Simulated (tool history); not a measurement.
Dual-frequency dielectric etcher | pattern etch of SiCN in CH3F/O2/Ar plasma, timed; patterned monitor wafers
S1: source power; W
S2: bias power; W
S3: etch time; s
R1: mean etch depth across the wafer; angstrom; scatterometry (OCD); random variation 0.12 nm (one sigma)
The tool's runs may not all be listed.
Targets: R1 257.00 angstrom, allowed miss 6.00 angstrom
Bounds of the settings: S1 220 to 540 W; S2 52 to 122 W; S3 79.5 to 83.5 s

{"run": 1, "hour": 0.0, "S1": 380, "S2": 87, "S3": 79.5, "R1": 298.56}
{"run": 2, "hour": 7.2, "S1": 380, "S2": 87, "S3": 83.5, "R1": 315.53}
{"run": 3, "hour": 11.4, "S1": 410, "S2": 87, "S3": 83.5, "R1": 323.49}
{"run": 4, "hour": 17.7, "S1": 410, "S2": 87, "S3": 79.5, "R1": 307.2}
{"run": 5, "hour": 19.9, "S1": 380, "S2": 85, "S3": 79.5, "R1": 296.65}
{"run": 6, "hour": 27.2, "S1": 410, "S2": 85, "S3": 79.5, "R1": 303.17}
{"run": 7, "hour": 29.8, "S1": 380, "S2": 83, "S3": 79.5, "R1": 294.98}
{"run": 8, "hour": 37.4, "S1": 350, "S2": 81, "S3": 79.5, "R1": 285.94}
{"run": 9, "hour": 42.4, "S1": 330, "S2": 79, "S3": 79.5, "R1": 277.4}
{"run": 10, "hour": 43.5, "S1": 320, "S2": 78, "S3": 79.5, "R1": 273.09}
{"run": 11, "hour": 47.7, "S1": 310, "S2": 77, "S3": 79.5, "R1": 269.12}

Which of these 5 next moves meets every target?
{"run": "A", "hour": 51.9, "S1": 290, "S2": 80, "S3": 82.0, "R1": "?"}
{"run": "B", "hour": 51.9, "S1": 330, "S2": 76, "S3": 79.5, "R1": "?"}
{"run": "C", "hour": 51.9, "S1": 310, "S2": 59, "S3": 81.5, "R1": "?"}
{"run": "D", "hour": 51.9, "S1": 310, "S2": 82, "S3": 79.5, "R1": "?"}
{"run": "E", "hour": 51.9, "S1": 330, "S2": 72, "S3": 81.5, "R1": "?"}

move=A R1=276.14
move=B R1=275.62
move=C R1=257.31
move=D R1=275.97
move=E R1=278.11
A: further off than the last run
B: further off than the last run
C: meets every target
D: further off than the last run
E: further off than the last run
Answer: C

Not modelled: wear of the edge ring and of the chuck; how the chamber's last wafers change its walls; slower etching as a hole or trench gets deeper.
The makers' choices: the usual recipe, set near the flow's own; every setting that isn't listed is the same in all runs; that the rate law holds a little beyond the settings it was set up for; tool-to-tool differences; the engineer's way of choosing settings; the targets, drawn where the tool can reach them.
